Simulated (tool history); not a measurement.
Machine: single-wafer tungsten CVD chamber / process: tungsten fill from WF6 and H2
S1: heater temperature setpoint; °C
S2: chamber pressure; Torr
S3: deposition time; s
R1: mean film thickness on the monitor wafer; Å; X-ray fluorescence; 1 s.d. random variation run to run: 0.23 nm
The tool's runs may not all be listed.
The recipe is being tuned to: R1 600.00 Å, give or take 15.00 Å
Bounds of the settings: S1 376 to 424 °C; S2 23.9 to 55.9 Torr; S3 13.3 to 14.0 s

| run | hour | S1 | S2 | S3 | R1 |
|---|---|---|---|---|---|
| 1 | 0.0 | 400 | 39.9 | 14.0 | 458.61 |
| 2 | 1.2 | 400 | 39.9 | 14.0 | 459.19 |
| 3 | 4.1 | 403 | 40.1 | 14.0 | 485.06 |
| 4 | 8.1 | 405 | 40.2 | 14.0 | 508.19 |
| 5 | 9.9 | 407 | 40.3 | 14.0 | 527.15 |
| 6 | 11.1 | 407 | 40.3 | 14.0 | 532.00 |
| 7 | 14.6 | 408 | 40.4 | 14.0 | 539.38 |
| 8 | 18.6 | 409 | 40.5 | 14.0 | 551.59 |
| 9 | 20.5 | 410 | 40.5 | 14.0 | 561.50 |
| 10 | 22.3 | 411 | 40.5 | 14.0 | 570.84 |
| 11 | 29.5 | 412 | 40.5 | 14.0 | 583.85 |

Which of these 4 next moves meets every target?
| A | 36.7 | 416 | 39.2 | 14.0 | ? |
| B | 36.7 | 412 | 43.5 | 13.5 | ? |
| C | 36.7 | 414 | 39.5 | 14.0 | ? |
| D | 36.7 | 415 | 41.2 | 14.0 | ? |

| move | R1 |
|---|---|
| A | 617.88 |
| B | 574.58 |
| C | 597.33 |
| D | 617.53 |
A: the result that was furthest off in the last run now lies on the other side of its target
B: moves away from the targets compared with the last run
C: in spec on every target
D: the result that was furthest off in the last run now lies on the other side of its target
So the answer is move C, the one that meets all the targets.

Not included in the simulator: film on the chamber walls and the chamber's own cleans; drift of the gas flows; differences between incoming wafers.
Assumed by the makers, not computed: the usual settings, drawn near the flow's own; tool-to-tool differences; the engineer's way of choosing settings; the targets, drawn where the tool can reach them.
